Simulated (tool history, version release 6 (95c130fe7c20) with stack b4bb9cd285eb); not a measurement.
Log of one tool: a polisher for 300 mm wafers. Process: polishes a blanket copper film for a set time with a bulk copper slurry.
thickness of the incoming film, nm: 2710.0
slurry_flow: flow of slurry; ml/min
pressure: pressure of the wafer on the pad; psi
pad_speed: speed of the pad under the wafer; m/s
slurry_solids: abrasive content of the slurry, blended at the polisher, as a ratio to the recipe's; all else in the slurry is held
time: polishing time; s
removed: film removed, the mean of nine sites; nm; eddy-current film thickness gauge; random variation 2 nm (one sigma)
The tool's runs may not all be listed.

run  hour  slurry_flow  pressure  pad_speed  slurry_solids  time  removed
  1     0          160       3.4       1.08              1    52   512.38
  2   8.1          155         3       1.08              1    52   461.26
  3  15.6          150       2.7       1.06              1    52    425.8
  4  20.4          150       2.5       1.02              1    52   394.35
  5  23.7          150       2.5       0.84              1    52   345.25
  6  31.9          150       2.5       0.84              1    52   345.13
  7  35.8          150       2.3       0.84              1    52   325.61
  8  39.3          150       2.2       0.84              1    52   319.34
  9  46.3          150       2.1       0.84              1    52   308.29

Forecast run 10:
 10  51.8          150         2       0.84              1    52        ?

Run 10 gave removed 301.43 nm.
